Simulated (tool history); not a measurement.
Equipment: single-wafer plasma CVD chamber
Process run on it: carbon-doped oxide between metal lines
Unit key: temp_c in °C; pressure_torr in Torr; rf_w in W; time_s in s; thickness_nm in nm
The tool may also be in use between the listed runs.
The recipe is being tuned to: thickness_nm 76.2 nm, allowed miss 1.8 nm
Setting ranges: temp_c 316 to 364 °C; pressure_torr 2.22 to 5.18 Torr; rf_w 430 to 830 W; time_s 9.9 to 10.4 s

run	hour	temp_c	pressure_torr	rf_w	time_s	thickness_nm
1	0	340	3.7	630	10.4	67.265
2	5.8	338	3.82	650	10.4	69.55
3	8.1	336	3.93	660	10.4	71.372
4	13.1	336	3.93	600	10.4	65.537
5	21.7	335	3.99	625	10.4	68.355
6	29.7	335	3.99	625	10.4	68.312
7	36.6	333	4.07	640	10.4	70.176
8	42	332	4.13	650	10.4	71.534

Which single option among these 5 for the next run brings every result within its allowed miss of target? Just one does.
A	47.4	333	4.31	690	10.4	?
B	47.4	329	4.67	715	10.4	?
C	47.4	329	4.51	735	10.4	?
D	47.4	316	4.21	600	10.4	?
E	47.4	324	4.62	720	10.4	?

move	thickness_nm
A	75.685
B	79.605
C	81.089
D	70.968
E	81.327
A: meets every target
B: takes the biggest miss from the last run beyond its target
C: takes the biggest miss from the last run beyond its target
D: the biggest miss grows against the last run
E: takes the biggest miss from the last run beyond its target
A meets every target.
